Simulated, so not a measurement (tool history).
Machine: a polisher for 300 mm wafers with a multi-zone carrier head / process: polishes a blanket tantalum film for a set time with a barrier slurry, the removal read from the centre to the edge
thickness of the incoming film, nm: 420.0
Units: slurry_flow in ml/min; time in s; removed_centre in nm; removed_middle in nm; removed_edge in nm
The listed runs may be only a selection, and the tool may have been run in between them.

{"run": 1, "hour": 0.0, "slurry_flow": 225, "centre_zone": 1.0, "middle_zone": 1.0, "edge_zone": 1.0, "slurry_solids": 1.0, "time": 81, "removed_centre": 124.78, "removed_middle": 115.91, "removed_edge": 111.99}
{"run": 2, "hour": 9.0, "slurry_flow": 225, "centre_zone": 0.96, "middle_zone": 1.0, "edge_zone": 1.0, "slurry_solids": 1.0, "time": 81, "removed_centre": 121.08, "removed_middle": 119.07, "removed_edge": 112.89}
{"run": 3, "hour": 17.2, "slurry_flow": 280, "centre_zone": 0.96, "middle_zone": 1.0, "edge_zone": 1.0, "slurry_solids": 1.0, "time": 81, "removed_centre": 122.65, "removed_middle": 118.48, "removed_edge": 116.13}
{"run": 4, "hour": 20.7, "slurry_flow": 275, "centre_zone": 0.95, "middle_zone": 0.97, "edge_zone": 0.98, "slurry_solids": 0.9, "time": 78, "removed_centre": 115.25, "removed_middle": 109.23, "removed_edge": 106.62}
{"run": 5, "hour": 27.2, "slurry_flow": 315, "centre_zone": 0.95, "middle_zone": 0.97, "edge_zone": 0.98, "slurry_solids": 0.9, "time": 78, "removed_centre": 116.64, "removed_middle": 113.84, "removed_edge": 108.71}
{"hour": 31.7, "done": "centre zone pressure recalibrated"}
{"run": 6, "hour": 31.7, "slurry_flow": 355, "centre_zone": 0.95, "middle_zone": 0.97, "edge_zone": 0.98, "slurry_solids": 0.9, "time": 78, "removed_centre": 111.11, "removed_middle": 114.21, "removed_edge": 111.23}
{"run": 7, "hour": 36.4, "slurry_flow": 345, "centre_zone": 0.94, "middle_zone": 0.94, "edge_zone": 0.98, "slurry_solids": 0.8, "time": 75, "removed_centre": 102.57, "removed_middle": 103.52, "removed_edge": 102.47}

Run 8 is up next; what results do you expect?
{"run": 8, "hour": 40.9, "slurry_flow": 325, "centre_zone": 0.93, "middle_zone": 0.91, "edge_zone": 0.97, "slurry_solids": 0.75, "time": 74, "removed_centre": "?", "removed_middle": "?", "removed_edge": "?"}

removed_centre: 97.889 nm
removed_middle: 98.389 nm
removed_edge: 99.195 nm
